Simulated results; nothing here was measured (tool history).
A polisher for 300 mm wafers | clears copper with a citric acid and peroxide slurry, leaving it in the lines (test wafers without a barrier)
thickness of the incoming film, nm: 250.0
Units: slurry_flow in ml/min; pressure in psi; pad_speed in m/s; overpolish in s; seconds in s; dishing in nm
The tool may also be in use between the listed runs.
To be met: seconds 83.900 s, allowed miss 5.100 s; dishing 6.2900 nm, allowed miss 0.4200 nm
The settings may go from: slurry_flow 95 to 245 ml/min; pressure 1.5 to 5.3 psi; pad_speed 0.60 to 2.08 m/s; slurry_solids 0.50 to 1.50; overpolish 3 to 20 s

Run 1, hour 0.0: slurry_flow 155 ml/min, pressure 3.4 psi, pad_speed 1.34 m/s, slurry_solids 1.00, overpolish 10 s. Result: seconds 71.764 s, dishing 23.0670 nm.
Run 2, hour 3.8: slurry_flow 155 ml/min, pressure 3.4 psi, pad_speed 1.06 m/s, slurry_solids 1.00, overpolish 10 s. Result: seconds 90.645 s, dishing 18.4570 nm.
Run 3, hour 6.9: slurry_flow 155 ml/min, pressure 3.4 psi, pad_speed 0.84 m/s, slurry_solids 1.00, overpolish 10 s. Result: seconds 112.610 s, dishing 14.9100 nm.
Run 4, hour 12.1: slurry_flow 135 ml/min, pressure 3.4 psi, pad_speed 0.84 m/s, slurry_solids 1.00, overpolish 10 s. Result: seconds 114.710 s, dishing 14.7020 nm.
Run 5, hour 14.2: slurry_flow 155 ml/min, pressure 3.5 psi, pad_speed 0.76 m/s, slurry_solids 1.10, overpolish 8 s. Result: seconds 122.200 s, dishing 11.7220 nm.
Run 6, hour 14.7: slurry_flow 130 ml/min, pressure 3.5 psi, pad_speed 0.76 m/s, slurry_solids 1.10, overpolish 8 s. Result: seconds 117.670 s, dishing 11.3350 nm.
Run 7, hour 21.5: slurry_flow 120 ml/min, pressure 3.8 psi, pad_speed 0.72 m/s, slurry_solids 1.20, overpolish 6 s. Result: seconds 119.500 s, dishing 9.0884 nm.
Run 8, hour 26.0: slurry_flow 110 ml/min, pressure 4.2 psi, pad_speed 0.68 m/s, slurry_solids 1.30, overpolish 5 s. Result: seconds 118.050 s, dishing 7.3783 nm.
Run 9, hour 32.5: slurry_flow 105 ml/min, pressure 4.5 psi, pad_speed 0.72 m/s, slurry_solids 1.35, overpolish 4 s. Result: seconds 104.530 s, dishing 6.6784 nm.
Run 10, hour 37.1: slurry_flow 105 ml/min, pressure 4.7 psi, pad_speed 0.72 m/s, slurry_solids 1.35, overpolish 4 s. Result: seconds 98.632 s, dishing 7.0553 nm.
Run 11, hour 43.3: slurry_flow 100 ml/min, pressure 4.9 psi, pad_speed 0.72 m/s, slurry_solids 1.40, overpolish 4 s. Result: seconds 95.667 s, dishing 7.3916 nm.
Run 12, hour 50.9: slurry_flow 100 ml/min, pressure 5.0 psi, pad_speed 0.72 m/s, slurry_solids 1.45, overpolish 4 s. Result: seconds 94.905 s, dishing 7.2560 nm.
Run 13, hour 58.3: slurry_flow 100 ml/min, pressure 5.1 psi, pad_speed 0.72 m/s, slurry_solids 1.45, overpolish 4 s. Result: seconds 92.813 s, dishing 7.6101 nm.
Run 14, hour 64.1: slurry_flow 95 ml/min, pressure 5.2 psi, pad_speed 0.74 m/s, slurry_solids 1.50, overpolish 3 s. Result: seconds 89.821 s, dishing 6.0782 nm.

Which of these 4 next moves meets every target?
Run A, hour 69.9: slurry_flow 95 ml/min, pressure 4.6 psi, pad_speed 0.82 m/s, slurry_solids 1.10, overpolish 3 s. Result: seconds ?, dishing ?.
Run B, hour 69.9: slurry_flow 95 ml/min, pressure 4.8 psi, pad_speed 0.86 m/s, slurry_solids 1.50, overpolish 3 s. Result: seconds ?, dishing ?.
Run C, hour 69.9: slurry_flow 95 ml/min, pressure 4.9 psi, pad_speed 0.72 m/s, slurry_solids 1.50, overpolish 3 s. Result: seconds ?, dishing ?.
Run D, hour 69.9: slurry_flow 95 ml/min, pressure 5.0 psi, pad_speed 0.70 m/s, slurry_solids 1.50, overpolish 3 s. Result: seconds ?, dishing ?.

move  seconds  dishing
   A   94.995   5.3641
   B   83.008   6.1167
   C   96.713   5.2729
   D   97.687   5.2221
A: further off than the last run
B: meets every target
C: further off than the last run
D: further off than the last run
The right move is B.

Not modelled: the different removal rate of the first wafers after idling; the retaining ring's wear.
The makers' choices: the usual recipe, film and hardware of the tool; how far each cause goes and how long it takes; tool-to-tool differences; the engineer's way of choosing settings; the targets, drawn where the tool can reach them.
